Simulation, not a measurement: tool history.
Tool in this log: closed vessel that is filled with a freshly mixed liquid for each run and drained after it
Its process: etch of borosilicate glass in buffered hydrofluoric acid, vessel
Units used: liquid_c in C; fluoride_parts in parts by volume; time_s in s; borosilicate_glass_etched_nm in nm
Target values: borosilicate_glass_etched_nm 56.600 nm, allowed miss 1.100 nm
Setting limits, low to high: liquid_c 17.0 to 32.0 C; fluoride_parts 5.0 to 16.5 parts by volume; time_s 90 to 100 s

run  hour  liquid_c  fluoride_parts  time_s  borosilicate_glass_etched_nm
  1   0.0      24.0            10.0      90                       112.030
  2   8.7      21.0            10.0      90                        94.079
  3  17.5      23.5            10.0      90                       108.220
  4  22.7      21.5            10.0      90                        96.482
  5  30.6      21.0            10.5      90                        90.734
  6  36.2      21.0            10.5     100                        99.786
  7  38.0      17.0            13.5     100                        62.256
     40.7  -- thermometer replaced
  8  40.7      17.0            14.0     100                        64.358
  9  47.1      17.0            14.5     100                        60.945
 10  53.8      17.0            15.0     100                        59.402
 11  61.8      17.0            15.5     100                        57.650

4 candidate next runs follow, results not yet known. Just one meets every target within its allowed miss. Identify it.
  A  69.8      18.5            16.5     100                             ?
  B  69.8      18.0            16.0      95                             ?
  C  69.8      17.0            15.0     100                             ?
  D  69.8      17.5            15.0      95                             ?

move  borosilicate_glass_etched_nm
   A                        59.006
   B                        56.212
   C                        59.666
   D                        58.288
A: moves away from the targets compared with the last run
B: meets every target
C: moves away from the targets compared with the last run
D: moves away from the targets compared with the last run
The move that meets every target is B.
